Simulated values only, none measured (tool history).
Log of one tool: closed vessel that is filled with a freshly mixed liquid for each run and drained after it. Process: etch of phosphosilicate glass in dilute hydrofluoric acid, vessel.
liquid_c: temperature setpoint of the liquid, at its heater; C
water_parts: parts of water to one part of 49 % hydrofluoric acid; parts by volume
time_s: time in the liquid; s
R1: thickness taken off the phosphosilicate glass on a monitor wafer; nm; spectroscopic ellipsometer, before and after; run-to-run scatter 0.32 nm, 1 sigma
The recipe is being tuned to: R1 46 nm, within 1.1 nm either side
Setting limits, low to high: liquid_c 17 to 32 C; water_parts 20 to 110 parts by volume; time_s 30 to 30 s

Run 1, hour 0: liquid_c 24 C, water_parts 60 parts by volume, time_s 30 s. Result: R1 34.961 nm.
Run 2, hour 5.3: liquid_c 22 C, water_parts 60 parts by volume, time_s 30 s. Result: R1 32.506 nm.
Run 3, hour 6.2: liquid_c 24.5 C, water_parts 60 parts by volume, time_s 30 s. Result: R1 36.17 nm.
Run 4, hour 11.6: liquid_c 26 C, water_parts 60 parts by volume, time_s 30 s. Result: R1 38.444 nm.
Run 5, hour 12.9: liquid_c 27 C, water_parts 60 parts by volume, time_s 30 s. Result: R1 40.244 nm.
Run 6, hour 20.6: liquid_c 27 C, water_parts 40 parts by volume, time_s 30 s. Result: R1 61.227 nm.
Run 7, hour 26.9: liquid_c 25.5 C, water_parts 40 parts by volume, time_s 30 s. Result: R1 57.811 nm.
Run 8, hour 29.4: liquid_c 24 C, water_parts 40 parts by volume, time_s 30 s. Result: R1 54.792 nm.

Exactly one of the 4 candidate moves below puts every result within its allowed miss. Which one?
Run A, hour 31.9: liquid_c 24.5 C, water_parts 45 parts by volume, time_s 30 s. Result: R1 ?.
Run B, hour 31.9: liquid_c 23 C, water_parts 45 parts by volume, time_s 30 s. Result: R1 ?.
Run C, hour 31.9: liquid_c 21.5 C, water_parts 45 parts by volume, time_s 30 s. Result: R1 ?.
Run D, hour 31.9: liquid_c 24.5 C, water_parts 50 parts by volume, time_s 30 s. Result: R1 ?.

move      R1
   A  48.748
   B  45.813
   C  43.023
   D  43.579
A: an improvement on the last run, though not all results are within tolerance
B: each result inside its tolerance
C: carries the result that was furthest off beyond its target, to the other side
D: carries the result that was furthest off beyond its target, to the other side
B meets every target.

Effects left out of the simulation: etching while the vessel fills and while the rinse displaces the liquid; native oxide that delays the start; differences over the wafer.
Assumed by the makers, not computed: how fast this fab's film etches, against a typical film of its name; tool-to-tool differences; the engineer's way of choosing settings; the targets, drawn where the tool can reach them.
